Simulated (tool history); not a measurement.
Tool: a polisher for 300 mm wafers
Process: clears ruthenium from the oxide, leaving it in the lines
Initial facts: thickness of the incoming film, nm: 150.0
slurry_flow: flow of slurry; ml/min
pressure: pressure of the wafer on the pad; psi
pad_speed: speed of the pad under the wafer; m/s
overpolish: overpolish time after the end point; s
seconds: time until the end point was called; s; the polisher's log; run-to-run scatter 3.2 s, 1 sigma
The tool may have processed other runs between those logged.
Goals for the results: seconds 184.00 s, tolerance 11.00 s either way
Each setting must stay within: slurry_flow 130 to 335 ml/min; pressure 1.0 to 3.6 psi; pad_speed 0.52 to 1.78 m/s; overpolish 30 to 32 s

run,hour,slurry_flow,pressure,pad_speed,overpolish,seconds
1,0.0,215,2.3,1.14,30,102.93
2,8.3,215,2.1,1.12,30,110.31
3,16.3,215,2.4,1.12,30,100.43
4,23.7,215,2.4,0.88,30,130.08
5,27.1,215,2.1,0.88,30,142.12
6,31.2,215,2.0,0.88,30,147.10
7,35.1,215,1.9,0.88,30,155.46
8,41.8,215,1.8,0.88,30,161.68

4 candidate next runs follow, results not yet known. Just one meets every target within its allowed miss. Identify it.
A,48.5,250,2.6,0.70,30,?
B,48.5,230,1.7,0.78,30,?
C,48.5,240,1.6,0.92,30,?
D,48.5,180,1.5,1.02,32,?

move,seconds
A,147.81
B,185.60
C,164.49
D,162.21
A: the biggest miss grows against the last run
B: every result lands within tolerance
C: gains on the last run, yet a result remains outside its allowed miss
D: roughly where the last run was
The right move is B.
